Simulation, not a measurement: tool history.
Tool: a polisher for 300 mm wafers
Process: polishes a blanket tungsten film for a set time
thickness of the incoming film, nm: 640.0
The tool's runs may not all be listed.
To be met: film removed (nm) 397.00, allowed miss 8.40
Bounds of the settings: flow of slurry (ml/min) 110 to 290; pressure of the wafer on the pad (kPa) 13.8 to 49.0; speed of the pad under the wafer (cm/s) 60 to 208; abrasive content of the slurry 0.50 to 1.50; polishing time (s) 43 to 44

run	hour	flow of slurry (ml/min)	pressure of the wafer on the pad (kPa)	speed of the pad under the wafer (cm/s)	abrasive content of the slurry	polishing time (s)	film removed (nm)
1	0.0	185	31.0	134	1.00	43	357.70
2	5.4	185	31.0	134	1.00	43	355.15
3	10.7	185	31.0	122	1.00	43	331.38
4	15.2	145	31.0	122	1.00	43	318.04
5	20.2	160	32.4	122	1.00	43	331.11
6	22.5	160	32.4	122	0.85	43	325.14
7	29.3	175	33.1	122	0.85	43	331.42
8	30.2	185	34.5	122	0.85	43	342.56
9	38.8	185	40.0	122	0.85	43	381.53
10	47.4	190	40.0	122	0.85	43	383.87
11	56.0	195	40.0	122	0.85	43	383.77

Which of these 5 next moves meets every target?
A	64.6	200	43.4	100	0.85	44	?
B	64.6	190	42.1	112	0.80	43	?
C	64.6	290	40.0	108	0.85	43	?
D	64.6	170	35.2	142	0.95	44	?
E	64.6	170	40.7	120	1.00	44	?

move	film removed (nm)
A	358.34
B	367.67
C	364.57
D	407.65
E	398.36
A: further off than the last run
B: further off than the last run
C: further off than the last run
D: takes the result that was furthest off past its target
E: meets every target
Move E is the one to make.
